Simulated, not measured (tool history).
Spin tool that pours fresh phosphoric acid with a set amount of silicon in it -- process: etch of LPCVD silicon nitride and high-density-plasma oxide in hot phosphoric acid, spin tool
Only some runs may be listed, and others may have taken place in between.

run	hour	temperature setpoint of the liquid (K)	silicon dissolved in the acid as it is poured (mg a litre)	time under the liquid (s)	thickness taken off the LPCVD silicon nitride on a monitor wafer (nm)	thickness taken off the high-density-plasma oxide on a monitor wafer (nm)
1	0	434.15	27.5	110	10.157	0.43954
2	1.1	432.15	27.5	110	9.5276	0.33222
3	6.8	432.15	31.5	115	9.8994	0.31236
4	13.6	432.15	31.5	75	6.4364	0.20441
5	14.6	430.15	31.5	75	6.0593	0.19264
6	22.3	430.65	31.5	75	6.1672	0.18896
7	29.6	430.65	34.5	85	7.0308	0.18969
8	32.7	430.65	37	95	7.7703	0.19089

What will run 9 give?
9	41.4	430.65	37	95	?	?

thickness taken off the LPCVD silicon nitride on a monitor wafer (nm): 7.7918
thickness taken off the high-density-plasma oxide on a monitor wafer (nm): 0.1595

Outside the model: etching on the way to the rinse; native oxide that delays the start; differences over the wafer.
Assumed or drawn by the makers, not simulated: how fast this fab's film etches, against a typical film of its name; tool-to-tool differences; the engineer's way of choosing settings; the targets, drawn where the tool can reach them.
